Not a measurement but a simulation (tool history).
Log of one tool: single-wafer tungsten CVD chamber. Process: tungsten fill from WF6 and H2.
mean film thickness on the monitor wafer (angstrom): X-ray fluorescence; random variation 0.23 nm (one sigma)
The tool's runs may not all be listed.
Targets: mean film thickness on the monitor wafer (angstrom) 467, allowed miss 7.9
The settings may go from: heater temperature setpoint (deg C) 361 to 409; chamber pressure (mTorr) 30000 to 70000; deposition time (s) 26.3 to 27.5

run  hour  heater temperature setpoint (deg C)  chamber pressure (mTorr)  deposition time (s)  mean film thickness on the monitor wafer (angstrom)
  1     0                                  385                     50000                 27.5                                               757.93
  2   5.1                                  385                     50000                 27.5                                               751.25
  3   7.2                                  385                     50000                 26.3                                               720.72
  4  10.6                                  395                     50000                 26.3                                               872.49
  5  16.7                                  389                     49800                 26.3                                               776.28
  6  19.8                                  389                     44800                 26.3                                               737.03
  7  27.4                                  385                     44700                 26.3                                               681.39
  8  33.7                                  382                     44600                 26.3                                               642.39
  9    36                                  379                     44500                 26.3                                               603.27

Which of these 4 next moves meets every target?
  A  38.3                                  368                     42200                 26.3                                                    ?
  B  38.3                                  366                     42300                 26.3                                                    ?
  C  38.3                                  364                     44700                 26.3                                                    ?
  D  38.3                                  369                     37300                 26.3                                                    ?

move  mean film thickness on the monitor wafer (angstrom)
   A                                               468.06
   B                                               449.18
   C                                               442.97
   D                                               447.36
A: meets every target
B: takes the result that was furthest off past its target
C: takes the result that was furthest off past its target
D: takes the result that was furthest off past its target
Answer: A
